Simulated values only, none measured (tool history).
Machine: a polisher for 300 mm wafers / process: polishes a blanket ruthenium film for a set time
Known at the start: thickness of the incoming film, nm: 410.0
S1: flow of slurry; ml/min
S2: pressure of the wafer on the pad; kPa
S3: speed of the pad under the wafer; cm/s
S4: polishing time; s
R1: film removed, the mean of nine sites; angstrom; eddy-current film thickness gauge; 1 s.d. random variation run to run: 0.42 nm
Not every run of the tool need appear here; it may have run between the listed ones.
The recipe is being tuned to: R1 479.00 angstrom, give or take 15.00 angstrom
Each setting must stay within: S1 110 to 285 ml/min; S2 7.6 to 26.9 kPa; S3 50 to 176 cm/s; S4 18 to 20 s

| run | hour | S1 | S2 | S3 | S4 | R1 |
|---|---|---|---|---|---|---|
| 1 | 0.0 | 180 | 17.2 | 112 | 20 | 295.42 |
| 2 | 3.5 | 185 | 18.6 | 112 | 20 | 317.23 |
| 3 | 8.4 | 185 | 18.6 | 96 | 20 | 272.74 |
| 4 | 12.5 | 185 | 18.6 | 82 | 20 | 232.98 |
| 5 | 13.7 | 190 | 20.7 | 86 | 20 | 268.41 |
| 6 | 19.5 | 190 | 22.1 | 92 | 20 | 308.64 |
| 7 | 20.1 | 220 | 26.9 | 110 | 20 | 459.68 |
| 8 | 25.5 | 220 | 26.9 | 112 | 20 | 458.21 |

Which of these 4 next moves meets every target?
| A | 30.9 | 245 | 25.5 | 126 | 19 | ? |
| B | 30.9 | 185 | 26.2 | 106 | 20 | ? |
| C | 30.9 | 210 | 26.2 | 104 | 20 | ? |
| D | 30.9 | 230 | 25.5 | 114 | 19 | ? |

| move | R1 |
|---|---|
| A | 473.05 |
| B | 416.19 |
| C | 416.20 |
| D | 426.00 |
A: every result within its allowed miss
B: misses by more than the last run did
C: misses by more than the last run did
D: misses by more than the last run did
Answer: A

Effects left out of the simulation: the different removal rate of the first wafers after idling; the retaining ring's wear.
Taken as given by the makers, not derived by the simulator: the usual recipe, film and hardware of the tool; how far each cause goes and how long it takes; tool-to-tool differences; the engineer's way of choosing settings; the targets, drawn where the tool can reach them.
